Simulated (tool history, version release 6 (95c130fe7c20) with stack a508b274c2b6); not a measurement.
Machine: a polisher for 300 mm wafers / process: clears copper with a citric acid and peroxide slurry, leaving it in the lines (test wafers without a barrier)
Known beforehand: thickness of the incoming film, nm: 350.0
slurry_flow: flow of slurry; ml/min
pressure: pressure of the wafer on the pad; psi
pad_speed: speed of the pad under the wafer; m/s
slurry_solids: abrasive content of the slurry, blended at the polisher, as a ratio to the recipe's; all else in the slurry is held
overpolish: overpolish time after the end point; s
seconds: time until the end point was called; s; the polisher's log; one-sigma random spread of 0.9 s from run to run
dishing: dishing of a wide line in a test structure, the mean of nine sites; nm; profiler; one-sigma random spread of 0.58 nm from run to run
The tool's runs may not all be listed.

run 1 hour=0.0 | slurry_flow=280 pressure=4.0 pad_speed=0.94 slurry_solids=1.0 overpolish=13 | seconds=123.72 dishing=26.748
run 2 hour=7.2 | slurry_flow=280 pressure=4.2 pad_speed=0.94 slurry_solids=1.0 overpolish=13 | seconds=115.86 dishing=28.339
run 3 hour=14.1 | slurry_flow=280 pressure=4.3 pad_speed=0.94 slurry_solids=1.0 overpolish=13 | seconds=114.85 dishing=29.425
run 4 hour=16.6 | slurry_flow=245 pressure=4.3 pad_speed=0.94 slurry_solids=1.0 overpolish=13 | seconds=116.20 dishing=28.128
run 5 hour=25.0 | slurry_flow=245 pressure=3.7 pad_speed=0.94 slurry_solids=1.0 overpolish=13 | seconds=135.98 dishing=25.502
run 6 hour=26.1 | slurry_flow=245 pressure=4.4 pad_speed=0.94 slurry_solids=1.0 overpolish=13 | seconds=113.78 dishing=29.231
run 7 hour=34.7 | slurry_flow=245 pressure=4.4 pad_speed=0.94 slurry_solids=1.0 overpolish=13 | seconds=113.64 dishing=28.556
run 8 hour=39.6 | slurry_flow=245 pressure=4.4 pad_speed=0.94 slurry_solids=1.0 overpolish=13 | seconds=114.44 dishing=28.998
run 9 hour=42.5 | slurry_flow=265 pressure=4.5 pad_speed=0.94 slurry_solids=1.0 overpolish=13 | seconds=111.55 dishing=28.814
run 10 hour=43.6 | slurry_flow=270 pressure=4.6 pad_speed=0.94 slurry_solids=1.0 overpolish=13 | seconds=108.30 dishing=30.076

Predict the results of run 11:
run 11 hour=50.3 | slurry_flow=275 pressure=4.7 pad_speed=0.94 slurry_solids=1.0 overpolish=13 | seconds=? dishing=?

seconds: 106.29 s
dishing: 31.074 nm
